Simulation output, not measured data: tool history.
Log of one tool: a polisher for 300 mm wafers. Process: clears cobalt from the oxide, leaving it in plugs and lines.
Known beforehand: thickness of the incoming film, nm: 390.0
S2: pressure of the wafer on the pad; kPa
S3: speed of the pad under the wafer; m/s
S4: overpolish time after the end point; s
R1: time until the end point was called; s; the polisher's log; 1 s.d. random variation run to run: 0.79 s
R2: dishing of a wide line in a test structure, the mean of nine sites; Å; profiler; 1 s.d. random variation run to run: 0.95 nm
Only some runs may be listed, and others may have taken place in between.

{"run": 1, "hour": 0.0, "flow of slurry (ml/min)": 270, "S2": 10.3, "S3": 1.24, "S4": 15, "R1": 84.047, "R2": 318.33}
{"run": 2, "hour": 8.6, "flow of slurry (ml/min)": 270, "S2": 7.6, "S3": 1.24, "S4": 15, "R1": 112.86, "R2": 292.38}
{"run": 3, "hour": 16.4, "flow of slurry (ml/min)": 270, "S2": 9.7, "S3": 1.26, "S4": 15, "R1": 87.986, "R2": 315.65}
{"run": 4, "hour": 19.3, "flow of slurry (ml/min)": 270, "S2": 9.7, "S3": 1.26, "S4": 21, "R1": 90.45, "R2": 340.83}
{"run": 5, "hour": 27.3, "flow of slurry (ml/min)": 270, "S2": 11.0, "S3": 1.28, "S4": 20, "R1": 73.894, "R2": 362.34}
{"run": 6, "hour": 34.5, "flow of slurry (ml/min)": 270, "S2": 11.7, "S3": 1.28, "S4": 19, "R1": 73.53, "R2": 353.4}
{"run": 7, "hour": 38.2, "flow of slurry (ml/min)": 270, "S2": 11.7, "S3": 1.28, "S4": 19, "R1": 71.363, "R2": 358.36}
{"run": 8, "hour": 44.2, "flow of slurry (ml/min)": 270, "S2": 12.4, "S3": 1.3, "S4": 19, "R1": 67.779, "R2": 350.04}
{"run": 9, "hour": 46.0, "flow of slurry (ml/min)": 270, "S2": 13.1, "S3": 1.32, "S4": 20, "R1": 64.292, "R2": 377.4}

Predict the results of run 10:
{"run": 10, "hour": 49.3, "flow of slurry (ml/min)": 270, "S2": 13.8, "S3": 1.36, "S4": 19, "R1": "?", "R2": "?"}

R1: 60.184 s
R2: 369.21 Å

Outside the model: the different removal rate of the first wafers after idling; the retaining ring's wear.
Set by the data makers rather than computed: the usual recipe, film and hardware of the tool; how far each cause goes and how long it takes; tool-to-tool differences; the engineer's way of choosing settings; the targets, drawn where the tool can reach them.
